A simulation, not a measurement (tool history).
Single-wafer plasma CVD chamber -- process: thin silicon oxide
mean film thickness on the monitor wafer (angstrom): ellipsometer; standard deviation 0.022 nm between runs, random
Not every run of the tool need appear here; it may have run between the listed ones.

run,hour,heater temperature setpoint (K),chamber pressure (mTorr),RF power (W),deposition time (s),mean film thickness on the monitor wafer (angstrom)
1,0.0,673.15,801,230,4.08,62.341
2,0.8,673.15,801,250,4.08,64.631
3,3.0,673.15,801,250,4.08,65.041
4,5.0,673.15,801,250,4.08,64.560
5,8.7,673.15,773,250,4.08,62.503
6,16.6,673.15,773,225,4.08,60.420

Expected results for the next run?
7,21.8,673.15,761,225,4.08,?

mean film thickness on the monitor wafer (angstrom): 58.989
